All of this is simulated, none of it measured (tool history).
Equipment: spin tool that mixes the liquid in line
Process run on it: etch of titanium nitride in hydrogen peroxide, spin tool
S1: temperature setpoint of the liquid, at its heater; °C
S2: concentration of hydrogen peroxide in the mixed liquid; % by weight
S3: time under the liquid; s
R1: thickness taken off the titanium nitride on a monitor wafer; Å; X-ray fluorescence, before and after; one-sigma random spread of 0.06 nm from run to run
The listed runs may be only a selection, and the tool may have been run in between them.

{"run": 1, "hour": 0.0, "S1": 52, "S2": 23, "S3": 35, "R1": 27.459}
{"run": 2, "hour": 9.0, "S1": 52, "S2": 19.5, "S3": 35, "R1": 27.042}
{"run": 3, "hour": 14.5, "S1": 54, "S2": 19.5, "S3": 35, "R1": 31.031}
{"run": 4, "hour": 17.3, "S1": 55.5, "S2": 19.5, "S3": 35, "R1": 34.455}
{"run": 5, "hour": 23.8, "S1": 57, "S2": 19.5, "S3": 35, "R1": 38.581}
{"run": 6, "hour": 32.7, "S1": 57, "S2": 23, "S3": 35, "R1": 39.692}
{"run": 7, "hour": 36.7, "S1": 58, "S2": 23, "S3": 35, "R1": 42.605}
{"run": 8, "hour": 44.8, "S1": 59, "S2": 23, "S3": 35, "R1": 45.018}
{"run": 9, "hour": 47.6, "S1": 59.5, "S2": 23, "S3": 35, "R1": 46.473}
{"run": 10, "hour": 49.3, "S1": 60, "S2": 23, "S3": 35, "R1": 49.132}

Run 11 comes next. What will it give?
{"run": 11, "hour": 54.9, "S1": 60.5, "S2": 23, "S3": 35, "R1": "?"}

R1: 50.309 Å

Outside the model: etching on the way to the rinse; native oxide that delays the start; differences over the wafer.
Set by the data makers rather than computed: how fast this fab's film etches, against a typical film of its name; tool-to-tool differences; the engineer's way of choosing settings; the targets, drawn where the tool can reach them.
